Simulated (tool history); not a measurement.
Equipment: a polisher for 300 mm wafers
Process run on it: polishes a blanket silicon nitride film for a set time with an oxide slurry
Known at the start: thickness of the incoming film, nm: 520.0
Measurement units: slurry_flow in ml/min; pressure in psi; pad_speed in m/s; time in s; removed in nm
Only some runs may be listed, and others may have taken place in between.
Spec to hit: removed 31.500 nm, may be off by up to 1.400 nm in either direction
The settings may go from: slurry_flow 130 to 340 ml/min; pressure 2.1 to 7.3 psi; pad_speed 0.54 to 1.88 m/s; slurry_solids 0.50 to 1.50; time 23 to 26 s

run,hour,slurry_flow,pressure,pad_speed,slurry_solids,time,removed
1,0.0,220,4.7,1.20,1.00,26,25.212
2,5.0,220,4.7,1.20,1.00,23,22.606
3,13.3,220,4.7,1.20,1.00,26,25.424
4,19.7,220,4.9,1.20,1.00,26,26.744
5,27.7,220,4.9,1.20,0.85,26,23.656
6,36.5,220,5.1,1.20,0.85,26,25.292
7,37.1,220,5.2,1.20,0.85,26,24.989
8,41.6,220,5.4,1.20,0.85,26,26.282
9,49.2,220,5.5,1.20,0.85,26,26.981
10,57.9,220,5.6,1.20,0.85,26,27.362
11,66.6,220,5.7,1.20,0.85,26,28.119

Which one of the following 4 next-run settings gets every result inside its allowed miss? There is exactly one.
A,75.3,235,6.7,1.36,0.80,26,?
B,75.3,265,5.8,1.18,1.00,26,?
C,75.3,240,6.6,1.30,0.85,26,?
D,75.3,170,5.9,1.42,0.95,26,?

move,removed
A,33.563
B,30.723
C,33.398
D,33.595
A: pushes the last run's worst result past its target
B: all results in spec
C: pushes the last run's worst result past its target
D: pushes the last run's worst result past its target
Go with B: it meets all targets.

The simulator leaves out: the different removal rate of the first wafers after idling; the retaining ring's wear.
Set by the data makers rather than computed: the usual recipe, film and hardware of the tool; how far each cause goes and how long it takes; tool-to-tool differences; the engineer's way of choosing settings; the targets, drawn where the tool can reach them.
